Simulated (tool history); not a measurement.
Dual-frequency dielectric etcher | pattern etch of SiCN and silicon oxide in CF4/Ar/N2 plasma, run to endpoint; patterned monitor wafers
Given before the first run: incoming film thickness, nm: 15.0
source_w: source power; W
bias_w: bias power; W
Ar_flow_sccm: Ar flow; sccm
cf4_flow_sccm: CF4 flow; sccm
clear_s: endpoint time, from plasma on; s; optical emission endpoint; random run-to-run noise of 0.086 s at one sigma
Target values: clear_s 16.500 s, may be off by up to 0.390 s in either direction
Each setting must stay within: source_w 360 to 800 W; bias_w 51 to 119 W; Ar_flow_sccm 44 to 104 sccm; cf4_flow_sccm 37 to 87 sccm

run 1 hour=0.0 | source_w=580 bias_w=85 Ar_flow_sccm=74 cf4_flow_sccm=62 | clear_s=11.388
run 2 hour=7.3 | source_w=580 bias_w=85 Ar_flow_sccm=74 cf4_flow_sccm=54 | clear_s=11.698
run 3 hour=15.4 | source_w=580 bias_w=73 Ar_flow_sccm=74 cf4_flow_sccm=54 | clear_s=12.336
run 4 hour=18.4 | source_w=520 bias_w=72 Ar_flow_sccm=74 cf4_flow_sccm=54 | clear_s=14.159
run 5 hour=20.7 | source_w=520 bias_w=85 Ar_flow_sccm=74 cf4_flow_sccm=54 | clear_s=13.203
run 6 hour=26.1 | source_w=480 bias_w=85 Ar_flow_sccm=74 cf4_flow_sccm=54 | clear_s=14.536
-- hour=28.2 bias power generator calibrated
run 7 hour=28.2 | source_w=410 bias_w=84 Ar_flow_sccm=74 cf4_flow_sccm=54 | clear_s=18.006
run 8 hour=29.9 | source_w=410 bias_w=84 Ar_flow_sccm=74 cf4_flow_sccm=54 | clear_s=17.997
run 9 hour=34.3 | source_w=420 bias_w=84 Ar_flow_sccm=74 cf4_flow_sccm=54 | clear_s=17.455

Below are 4 possible settings for the next run. Only one of them brings all results inside the allowed miss of their targets. Which is it?
run A hour=38.7 | source_w=460 bias_w=73 Ar_flow_sccm=67 cf4_flow_sccm=51 | clear_s=?
run B hour=38.7 | source_w=390 bias_w=93 Ar_flow_sccm=76 cf4_flow_sccm=52 | clear_s=?
run C hour=38.7 | source_w=420 bias_w=76 Ar_flow_sccm=77 cf4_flow_sccm=52 | clear_s=?
run D hour=38.7 | source_w=410 bias_w=78 Ar_flow_sccm=73 cf4_flow_sccm=63 | clear_s=?

move=A clear_s=16.308
move=B clear_s=18.452
move=C clear_s=18.340
move=D clear_s=18.018
A: in spec on every target
B: the biggest miss grows against the last run
C: the biggest miss grows against the last run
D: the biggest miss grows against the last run
Correct choice: A, which meets every target
